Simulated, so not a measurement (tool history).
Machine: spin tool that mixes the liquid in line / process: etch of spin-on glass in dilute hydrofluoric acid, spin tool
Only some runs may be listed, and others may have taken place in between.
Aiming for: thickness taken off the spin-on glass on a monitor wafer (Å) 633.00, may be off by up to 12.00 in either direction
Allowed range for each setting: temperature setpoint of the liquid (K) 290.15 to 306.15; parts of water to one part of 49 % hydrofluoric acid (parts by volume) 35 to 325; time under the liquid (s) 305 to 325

| run | hour | temperature setpoint of the liquid (K) | parts of water to one part of 49 % hydrofluoric acid (parts by volume) | time under the liquid (s) | thickness taken off the spin-on glass on a monitor wafer (Å) |
|---|---|---|---|---|---|
| 1 | 0.0 | 298.15 | 180 | 305 | 559.18 |
| 2 | 2.2 | 299.15 | 180 | 305 | 579.98 |
| 3 | 2.7 | 299.15 | 180 | 305 | 580.75 |
| 4 | 6.5 | 299.15 | 125 | 305 | 895.66 |
| 5 | 10.2 | 297.15 | 125 | 305 | 831.42 |
| 6 | 16.5 | 297.15 | 100 | 305 | 1063.70 |
| 7 | 18.3 | 295.65 | 110 | 305 | 901.38 |
| 8 | 19.2 | 295.65 | 110 | 305 | 898.19 |

Which single option among these 5 for the next run brings every result within its allowed miss of target? Just one does.
| A | 20.1 | 296.65 | 75 | 325 | ? |
| B | 20.1 | 295.65 | 135 | 305 | ? |
| C | 20.1 | 299.15 | 80 | 325 | ? |
| D | 20.1 | 293.65 | 140 | 305 | ? |
| E | 20.1 | 294.65 | 125 | 305 | ? |

| move | thickness taken off the spin-on glass on a monitor wafer (Å) |
|---|---|
| A | 1531.80 |
| B | 714.51 |
| C | 1577.00 |
| D | 633.15 |
| E | 750.12 |
A: moves away from the targets compared with the last run
B: nearer the targets than the last run, but a result is still out of spec
C: moves away from the targets compared with the last run
D: every result within its allowed miss
E: nearer the targets than the last run, but a result is still out of spec
So the answer is move D, the one that meets all the targets.

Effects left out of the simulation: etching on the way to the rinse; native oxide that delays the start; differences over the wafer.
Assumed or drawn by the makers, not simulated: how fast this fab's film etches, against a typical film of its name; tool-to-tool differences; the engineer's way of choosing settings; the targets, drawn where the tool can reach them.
